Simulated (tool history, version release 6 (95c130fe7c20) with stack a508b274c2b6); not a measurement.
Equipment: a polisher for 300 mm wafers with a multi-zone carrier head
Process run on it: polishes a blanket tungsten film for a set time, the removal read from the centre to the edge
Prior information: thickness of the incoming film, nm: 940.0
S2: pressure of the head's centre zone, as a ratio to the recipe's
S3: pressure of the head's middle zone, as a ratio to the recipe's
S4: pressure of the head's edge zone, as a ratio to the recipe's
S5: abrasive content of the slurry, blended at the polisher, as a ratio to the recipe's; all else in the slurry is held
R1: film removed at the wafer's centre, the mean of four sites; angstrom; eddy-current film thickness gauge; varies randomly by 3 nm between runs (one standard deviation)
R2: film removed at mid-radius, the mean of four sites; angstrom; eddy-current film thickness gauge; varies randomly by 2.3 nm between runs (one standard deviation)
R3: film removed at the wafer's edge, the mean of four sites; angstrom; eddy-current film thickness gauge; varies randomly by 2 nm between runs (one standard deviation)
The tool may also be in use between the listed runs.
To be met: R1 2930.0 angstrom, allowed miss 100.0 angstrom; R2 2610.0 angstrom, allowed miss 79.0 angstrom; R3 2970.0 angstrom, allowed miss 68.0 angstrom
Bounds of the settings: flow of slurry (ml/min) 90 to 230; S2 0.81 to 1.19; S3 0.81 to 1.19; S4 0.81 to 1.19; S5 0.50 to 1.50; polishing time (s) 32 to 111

run 1 day=0.000 | flow_of_slurry_(ml/min)=150 S2=1.00 S3=1.00 S4=1.00 S5=1.00 polishing_time_(s)=71 | R1=3495.6 R2=3557.6 R3=3453.1
run 2 day=0.046 | flow_of_slurry_(ml/min)=145 S2=1.00 S3=0.98 S4=0.99 S5=0.95 polishing_time_(s)=71 | R1=3447.9 R2=3398.3 R3=3383.5
run 3 day=0.154 | flow_of_slurry_(ml/min)=140 S2=0.99 S3=0.96 S4=0.98 S5=0.95 polishing_time_(s)=71 | R1=3341.7 R2=3312.5 R3=3321.5
run 4 day=0.262 | flow_of_slurry_(ml/min)=120 S2=0.99 S3=0.96 S4=0.98 S5=0.95 polishing_time_(s)=71 | R1=3265.2 R2=3153.8 R3=3269.7
run 5 day=0.454 | flow_of_slurry_(ml/min)=120 S2=0.99 S3=0.95 S4=0.97 S5=0.95 polishing_time_(s)=71 | R1=3211.8 R2=3183.6 R3=3272.0
run 6 day=0.775 | flow_of_slurry_(ml/min)=120 S2=1.04 S3=0.95 S4=0.97 S5=0.95 polishing_time_(s)=71 | R1=3441.2 R2=3139.3 R3=3225.4
run 7 day=1.000 | flow_of_slurry_(ml/min)=115 S2=1.03 S3=0.94 S4=0.96 S5=0.95 polishing_time_(s)=71 | R1=3265.1 R2=3081.1 R3=3217.8
run 8 day=1.338 | flow_of_slurry_(ml/min)=115 S2=1.03 S3=0.93 S4=0.95 S5=0.95 polishing_time_(s)=71 | R1=3324.1 R2=3048.9 R3=3244.5
run 9 day=1.429 | flow_of_slurry_(ml/min)=115 S2=1.03 S3=0.92 S4=0.95 S5=0.95 polishing_time_(s)=71 | R1=3310.4 R2=3025.3 R3=3206.5
run 10 day=1.471 | flow_of_slurry_(ml/min)=90 S2=0.97 S3=0.82 S4=0.92 S5=0.80 polishing_time_(s)=71 | R1=2763.6 R2=2440.5 R3=2891.9

Exercise: of the 4 proposed moves below, exactly one satisfies all targets within the stated allowed misses. Which move is it?
run A day=1.512 | flow_of_slurry_(ml/min)=100 S2=1.03 S3=0.89 S4=0.82 S5=0.90 polishing_time_(s)=68 | R1=? R2=? R3=?
run B day=1.512 | flow_of_slurry_(ml/min)=90 S2=0.94 S3=0.93 S4=1.00 S5=0.80 polishing_time_(s)=68 | R1=? R2=? R3=?
run C day=1.512 | flow_of_slurry_(ml/min)=95 S2=0.98 S3=0.83 S4=0.86 S5=0.60 polishing_time_(s)=77 | R1=? R2=? R3=?
run D day=1.512 | flow_of_slurry_(ml/min)=130 S2=0.89 S3=0.88 S4=0.81 S5=0.75 polishing_time_(s)=67 | R1=? R2=? R3=?

move=A R1=2995.7 R2=2676.9 R3=2805.9
move=B R1=2564.0 R2=2613.5 R3=2854.4
move=C R1=2937.6 R2=2610.5 R3=2961.4
move=D R1=2702.2 R2=2727.3 R3=2805.5
A: brings the result that was furthest off to its target, and leaves another outside
B: brings the result that was furthest off to its target, and leaves another outside
C: all results in spec
D: pushes the last run's worst result past its target
Answer: C

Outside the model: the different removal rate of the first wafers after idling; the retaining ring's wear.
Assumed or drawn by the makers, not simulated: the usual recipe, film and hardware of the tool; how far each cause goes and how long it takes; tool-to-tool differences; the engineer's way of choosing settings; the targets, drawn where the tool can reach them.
